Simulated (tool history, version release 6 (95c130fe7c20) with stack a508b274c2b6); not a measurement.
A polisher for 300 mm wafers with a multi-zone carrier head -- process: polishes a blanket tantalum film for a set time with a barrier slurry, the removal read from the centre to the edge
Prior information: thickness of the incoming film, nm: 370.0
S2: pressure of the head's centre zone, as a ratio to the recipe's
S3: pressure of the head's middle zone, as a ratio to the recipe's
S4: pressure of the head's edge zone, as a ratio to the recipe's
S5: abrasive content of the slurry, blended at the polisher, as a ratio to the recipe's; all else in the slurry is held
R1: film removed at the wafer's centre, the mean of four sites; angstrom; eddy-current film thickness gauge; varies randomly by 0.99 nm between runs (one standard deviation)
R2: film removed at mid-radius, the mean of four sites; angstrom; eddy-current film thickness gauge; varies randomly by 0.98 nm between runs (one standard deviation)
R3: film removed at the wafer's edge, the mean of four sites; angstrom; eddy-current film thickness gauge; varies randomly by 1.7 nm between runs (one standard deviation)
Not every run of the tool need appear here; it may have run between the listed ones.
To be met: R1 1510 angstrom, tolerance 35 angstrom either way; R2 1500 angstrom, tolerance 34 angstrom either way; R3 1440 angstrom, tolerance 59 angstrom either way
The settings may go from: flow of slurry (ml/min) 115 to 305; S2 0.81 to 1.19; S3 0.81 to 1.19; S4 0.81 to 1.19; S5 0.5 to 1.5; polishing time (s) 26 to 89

{"run": 1, "day": 0.0, "flow of slurry (ml/min)": 195, "S2": 1, "S3": 1, "S4": 1, "S5": 1, "polishing time (s)": 57, "R1": 1226.2, "R2": 1252.7, "R3": 1269.9}
{"run": 2, "day": 0.333, "flow of slurry (ml/min)": 195, "S2": 0.93, "S3": 1, "S4": 1, "S5": 1, "polishing time (s)": 57, "R1": 1145.7, "R2": 1262.8, "R3": 1236.2}
{"run": 3, "day": 0.496, "flow of slurry (ml/min)": 210, "S2": 0.96, "S3": 1.02, "S4": 1.01, "S5": 1, "polishing time (s)": 57, "R1": 1211.9, "R2": 1293, "R3": 1259.8}
{"run": 4, "day": 0.579, "flow of slurry (ml/min)": 210, "S2": 0.96, "S3": 1.02, "S4": 1.01, "S5": 1, "polishing time (s)": 66, "R1": 1382.8, "R2": 1480.2, "R3": 1443.3}
{"day": 0.788, "done": "slurry nozzle cleaned"}
{"run": 5, "day": 0.788, "flow of slurry (ml/min)": 210, "S2": 0.96, "S3": 1.02, "S4": 1.01, "S5": 1.15, "polishing time (s)": 66, "R1": 1504.5, "R2": 1625.7, "R3": 1619}
{"run": 6, "day": 0.992, "flow of slurry (ml/min)": 210, "S2": 0.96, "S3": 1.02, "S4": 1.01, "S5": 1.05, "polishing time (s)": 66, "R1": 1495.2, "R2": 1577.3, "R3": 1540.9}
{"run": 7, "day": 1.246, "flow of slurry (ml/min)": 210, "S2": 0.97, "S3": 1.01, "S4": 0.99, "S5": 1.05, "polishing time (s)": 66, "R1": 1504.4, "R2": 1546.1, "R3": 1542.7}
{"run": 8, "day": 1.538, "flow of slurry (ml/min)": 210, "S2": 0.97, "S3": 1.01, "S4": 0.99, "S5": 1, "polishing time (s)": 66, "R1": 1465.1, "R2": 1547.4, "R3": 1532.8}
{"run": 9, "day": 1.804, "flow of slurry (ml/min)": 215, "S2": 0.99, "S3": 1.02, "S4": 1.01, "S5": 1, "polishing time (s)": 66, "R1": 1498, "R2": 1569.3, "R3": 1554.7}

Which one of the following 4 next-run settings gets every result inside its allowed miss? There is exactly one.
{"run": "A", "day": 2.071, "flow of slurry (ml/min)": 230, "S2": 1.03, "S3": 1.01, "S4": 0.97, "S5": 1.05, "polishing time (s)": 63, "R1": "?", "R2": "?", "R3": "?"}
{"run": "B", "day": 2.071, "flow of slurry (ml/min)": 255, "S2": 0.87, "S3": 0.84, "S4": 1.17, "S5": 0.95, "polishing time (s)": 72, "R1": "?", "R2": "?", "R3": "?"}
{"run": "C", "day": 2.071, "flow of slurry (ml/min)": 230, "S2": 0.97, "S3": 1.08, "S4": 0.98, "S5": 0.95, "polishing time (s)": 68, "R1": "?", "R2": "?", "R3": "?"}
{"run": "D", "day": 2.071, "flow of slurry (ml/min)": 235, "S2": 1.09, "S3": 1.16, "S4": 0.82, "S5": 0.95, "polishing time (s)": 61, "R1": "?", "R2": "?", "R3": "?"}

move=A R1=1533.6 R2=1512.5 R3=1452.7
move=B R1=1446.3 R2=1451.4 R3=1783.2
move=C R1=1510.4 R2=1675 R3=1525.3
move=D R1=1528.3 R2=1600.3 R3=1261.6
A: in spec on every target
B: carries the result that was furthest off beyond its target, to the other side
C: lands further from the targets than the last run did
D: lands further from the targets than the last run did
Answer: A

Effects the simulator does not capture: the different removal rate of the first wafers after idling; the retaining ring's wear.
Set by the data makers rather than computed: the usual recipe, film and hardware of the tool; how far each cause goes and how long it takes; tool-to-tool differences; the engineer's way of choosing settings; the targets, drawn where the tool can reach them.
